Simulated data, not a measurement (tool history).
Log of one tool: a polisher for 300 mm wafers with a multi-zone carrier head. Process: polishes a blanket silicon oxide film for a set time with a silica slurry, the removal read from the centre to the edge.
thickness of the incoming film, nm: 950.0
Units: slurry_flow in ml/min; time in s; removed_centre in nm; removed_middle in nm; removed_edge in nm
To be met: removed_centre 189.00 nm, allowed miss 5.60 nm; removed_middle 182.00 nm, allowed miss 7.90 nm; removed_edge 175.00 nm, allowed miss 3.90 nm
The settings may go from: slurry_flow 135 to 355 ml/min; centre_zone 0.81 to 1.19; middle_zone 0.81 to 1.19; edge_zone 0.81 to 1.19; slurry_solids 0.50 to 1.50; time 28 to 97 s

run    day  slurry_flow  centre_zone  middle_zone  edge_zone  slurry_solids  time  removed_centre  removed_middle  removed_edge
  1  0.000          225         1.00         1.00       1.00           1.00    62          179.49          198.58        193.97
  2  0.375          225         1.00         1.00       1.00           1.00    76          215.01          235.77        238.51
  3  0.404          225         1.02         0.99       0.96           0.90    76          220.85          230.15        226.16
  4  0.729          225         1.02         0.99       1.03           0.90    76          213.75          232.47        235.21
  5  0.938          220         1.01         0.97       0.98           0.80    76          207.16          217.39        221.72
  6  1.104          215         1.01         0.97       0.94           0.75    75          198.41          215.09        209.92
  7  1.217          215         1.03         0.95       0.92           0.70    74          195.60          201.77        204.36
     1.317  -- centre zone pressure recalibrated
  8  1.317          215         1.05         0.95       0.90           0.65    73          207.98          195.29        192.33
  9  1.492          205         1.05         0.95       0.88           0.60    73          198.78          188.90        183.25
 10  1.696          195         1.05         0.95       0.88           0.60    73          193.76          191.12        182.68
 11  1.896          195         1.05         0.95       0.88           0.60    73          197.47          187.18        185.47
 12  1.917          160         1.03         0.95       0.81           0.55    73          182.43          176.54        170.58
 13  1.988          165         1.03         0.95       0.81           0.55    73          183.73          176.96        168.07

5 next moves are on the table. One of them brings every result within its allowed miss. Which?
  A  2.058          135         1.04         0.98       0.92           0.55    78               ?               ?             ?
  B  2.058          210         1.05         0.97       0.87           0.60    69               ?               ?             ?
  C  2.058          185         1.02         0.98       0.94           0.60    67               ?               ?             ?
  D  2.058          170         0.98         0.94       0.85           0.50    75               ?               ?             ?
  E  2.058          180         1.06         1.04       0.81           0.55    68               ?               ?             ?

move  removed_centre  removed_middle  removed_edge
   A          186.43          182.99        184.79
   B          188.67          179.85        174.33
   C          174.11          172.49        172.53
   D          175.40          174.70        173.77
   E          177.99          178.84        159.38
A: takes the result that was furthest off past its target
B: meets every target
C: brings the result that was furthest off to its target, and leaves another outside
D: brings the result that was furthest off to its target, and leaves another outside
E: further off than the last run
The right move is B.

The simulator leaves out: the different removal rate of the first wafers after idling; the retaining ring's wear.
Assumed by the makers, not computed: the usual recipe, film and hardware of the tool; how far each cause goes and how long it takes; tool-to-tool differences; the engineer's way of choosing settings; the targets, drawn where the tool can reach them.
